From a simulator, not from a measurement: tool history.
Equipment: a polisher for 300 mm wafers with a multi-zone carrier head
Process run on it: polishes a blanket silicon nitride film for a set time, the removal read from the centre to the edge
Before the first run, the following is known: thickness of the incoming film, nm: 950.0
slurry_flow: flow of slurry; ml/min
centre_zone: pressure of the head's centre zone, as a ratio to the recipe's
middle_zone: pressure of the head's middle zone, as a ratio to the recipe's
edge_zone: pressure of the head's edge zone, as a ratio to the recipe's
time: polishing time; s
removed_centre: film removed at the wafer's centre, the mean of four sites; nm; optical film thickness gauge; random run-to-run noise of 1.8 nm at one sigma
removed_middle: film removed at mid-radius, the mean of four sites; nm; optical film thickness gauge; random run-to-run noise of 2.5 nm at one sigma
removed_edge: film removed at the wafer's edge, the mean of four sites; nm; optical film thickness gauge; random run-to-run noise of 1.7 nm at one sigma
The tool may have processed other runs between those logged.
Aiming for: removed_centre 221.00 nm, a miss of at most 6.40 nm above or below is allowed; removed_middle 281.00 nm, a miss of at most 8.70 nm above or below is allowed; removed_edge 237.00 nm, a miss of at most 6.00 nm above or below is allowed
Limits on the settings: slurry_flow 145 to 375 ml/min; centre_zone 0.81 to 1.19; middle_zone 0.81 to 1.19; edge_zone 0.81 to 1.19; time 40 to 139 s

| run | hour | slurry_flow | centre_zone | middle_zone | edge_zone | time | removed_centre | removed_middle | removed_edge |
|---|---|---|---|---|---|---|---|---|---|
| 1 | 0.0 | 240 | 1.00 | 1.00 | 1.00 | 89 | 217.91 | 219.35 | 215.88 |
| 2 | 4.2 | 240 | 1.00 | 1.00 | 1.00 | 78 | 191.46 | 190.39 | 189.29 |
| 3 | 11.5 | 255 | 0.98 | 1.05 | 1.02 | 82 | 200.75 | 212.27 | 202.03 |
| 4 | 14.5 | 255 | 0.98 | 1.05 | 0.98 | 82 | 199.39 | 209.87 | 199.48 |
| 5 | 20.8 | 280 | 0.98 | 1.05 | 0.98 | 82 | 198.77 | 212.65 | 201.35 |
| 6 | 29.4 | 280 | 0.98 | 1.05 | 0.98 | 64 | 155.66 | 166.64 | 154.38 |
| 7 | 31.2 | 295 | 0.96 | 1.09 | 0.99 | 72 | 175.90 | 193.52 | 175.35 |
| 8 | 38.1 | 295 | 0.96 | 1.09 | 0.99 | 72 | 172.79 | 193.82 | 176.95 |
| 9 | 43.9 | 305 | 0.95 | 1.12 | 0.98 | 78 | 186.28 | 213.35 | 192.16 |
| 10 | 51.9 | 315 | 0.94 | 1.14 | 0.95 | 83 | 196.85 | 231.43 | 199.06 |
| 11 | 55.1 | 320 | 0.93 | 1.15 | 0.96 | 86 | 199.58 | 243.22 | 212.18 |
| 12 | 63.5 | 325 | 0.93 | 1.16 | 0.96 | 88 | 206.28 | 247.84 | 215.82 |
| 13 | 67.6 | 325 | 0.92 | 1.17 | 0.95 | 90 | 210.70 | 257.84 | 214.89 |
| 14 | 73.3 | 325 | 0.91 | 1.17 | 0.96 | 92 | 211.65 | 262.40 | 224.24 |
| 15 | 74.0 | 325 | 0.91 | 1.18 | 0.96 | 93 | 213.20 | 270.65 | 224.42 |
| 16 | 82.7 | 330 | 0.91 | 1.18 | 0.97 | 94 | 217.57 | 271.69 | 229.14 |

Which of these 4 next moves meets every target?
| A | 91.4 | 320 | 0.89 | 1.19 | 0.97 | 93 | ? | ? | ? |
| B | 91.4 | 345 | 1.00 | 1.14 | 0.94 | 91 | ? | ? | ? |
| C | 91.4 | 375 | 0.91 | 1.15 | 0.99 | 89 | ? | ? | ? |
| D | 91.4 | 370 | 0.90 | 1.18 | 0.97 | 96 | ? | ? | ? |

| move | removed_centre | removed_middle | removed_edge |
|---|---|---|---|
| A | 206.24 | 270.91 | 226.76 |
| B | 228.53 | 256.98 | 219.86 |
| C | 204.77 | 255.04 | 221.51 |
| D | 218.22 | 281.02 | 236.32 |
A: misses by more than the last run did
B: misses by more than the last run did
C: misses by more than the last run did
D: meets every target
Go with D: it meets all targets.
